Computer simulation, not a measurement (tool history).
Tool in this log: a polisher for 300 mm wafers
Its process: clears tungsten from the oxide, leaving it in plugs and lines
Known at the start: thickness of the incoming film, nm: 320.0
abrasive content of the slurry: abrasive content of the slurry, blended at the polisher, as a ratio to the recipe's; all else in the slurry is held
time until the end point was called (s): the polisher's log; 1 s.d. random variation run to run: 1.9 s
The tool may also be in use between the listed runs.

| run | hour | flow of slurry (ml/min) | pressure of the wafer on the pad (psi) | speed of the pad under the wafer (cm/s) | abrasive content of the slurry | overpolish time after the end point (s) | time until the end point was called (s) |
|---|---|---|---|---|---|---|---|
| 1 | 0.0 | 180 | 3.4 | 90 | 1.00 | 17 | 86.627 |
| 2 | 6.9 | 180 | 3.0 | 90 | 1.00 | 17 | 95.648 |
| 3 | 8.0 | 180 | 3.0 | 90 | 1.20 | 17 | 90.335 |
| 4 | 16.3 | 180 | 2.7 | 88 | 1.20 | 17 | 98.083 |
| 5 | 19.7 | 180 | 2.7 | 88 | 1.35 | 17 | 96.069 |
| 6 | 28.6 | 180 | 3.3 | 88 | 1.35 | 17 | 85.028 |

Run 7 is up next; what results do you expect?
| 7 | 30.6 | 180 | 2.9 | 84 | 1.35 | 17 | ? |

time until the end point was called (s): 95.539
